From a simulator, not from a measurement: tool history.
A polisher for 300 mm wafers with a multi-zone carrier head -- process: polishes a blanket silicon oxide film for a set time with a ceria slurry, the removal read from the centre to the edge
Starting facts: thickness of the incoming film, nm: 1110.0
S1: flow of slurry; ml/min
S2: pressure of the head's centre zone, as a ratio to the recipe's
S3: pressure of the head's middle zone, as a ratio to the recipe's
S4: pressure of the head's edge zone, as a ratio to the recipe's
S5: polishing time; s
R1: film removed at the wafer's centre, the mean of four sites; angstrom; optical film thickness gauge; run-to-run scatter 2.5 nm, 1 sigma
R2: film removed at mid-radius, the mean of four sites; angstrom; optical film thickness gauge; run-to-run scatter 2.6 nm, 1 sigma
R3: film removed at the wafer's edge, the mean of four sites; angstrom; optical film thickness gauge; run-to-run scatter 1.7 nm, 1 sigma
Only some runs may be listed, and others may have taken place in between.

{"run": 1, "day": 0.0, "S1": 165, "S2": 1, "S3": 1, "S4": 1, "S5": 42, "R1": 2738.3, "R2": 2732.5, "R3": 2762}
{"run": 2, "day": 0.15, "S1": 150, "S2": 0.98, "S3": 0.97, "S4": 0.97, "S5": 41, "R1": 2536.5, "R2": 2613.7, "R3": 2626}
{"run": 3, "day": 0.388, "S1": 150, "S2": 0.98, "S3": 1.03, "S4": 0.97, "S5": 41, "R1": 2571.3, "R2": 2768.8, "R3": 2638.7}
{"run": 4, "day": 0.704, "S1": 190, "S2": 0.98, "S3": 1.03, "S4": 0.97, "S5": 41, "R1": 2670.3, "R2": 2776.8, "R3": 2668.3}
{"run": 5, "day": 1.038, "S1": 190, "S2": 0.98, "S3": 1.03, "S4": 0.9, "S5": 41, "R1": 2679.1, "R2": 2771.4, "R3": 2598.1}
{"run": 6, "day": 1.404, "S1": 190, "S2": 0.98, "S3": 1.03, "S4": 0.98, "S5": 41, "R1": 2685.8, "R2": 2842, "R3": 2703.1}
{"run": 7, "day": 1.625, "S1": 175, "S2": 0.97, "S3": 0.99, "S4": 0.95, "S5": 41, "R1": 2588.2, "R2": 2731.3, "R3": 2633.8}
{"run": 8, "day": 1.967, "S1": 165, "S2": 0.97, "S3": 0.94, "S4": 0.94, "S5": 40, "R1": 2567.6, "R2": 2513.2, "R3": 2543.3}
{"run": 9, "day": 2.175, "S1": 155, "S2": 0.96, "S3": 0.92, "S4": 0.94, "S5": 40, "R1": 2485.5, "R2": 2454.3, "R3": 2510.8}
{"run": 10, "day": 2.392, "S1": 145, "S2": 0.96, "S3": 0.9, "S4": 0.94, "S5": 40, "R1": 2449.8, "R2": 2352.3, "R3": 2531.3}

Forecast run 11:
{"run": 11, "day": 2.588, "S1": 145, "S2": 0.96, "S3": 0.9, "S4": 0.94, "S5": 40, "R1": "?", "R2": "?", "R3": "?"}

For run 11 the tool returned R1 2448.4 angstrom, R2 2309.4 angstrom, R3 2516.6 angstrom.

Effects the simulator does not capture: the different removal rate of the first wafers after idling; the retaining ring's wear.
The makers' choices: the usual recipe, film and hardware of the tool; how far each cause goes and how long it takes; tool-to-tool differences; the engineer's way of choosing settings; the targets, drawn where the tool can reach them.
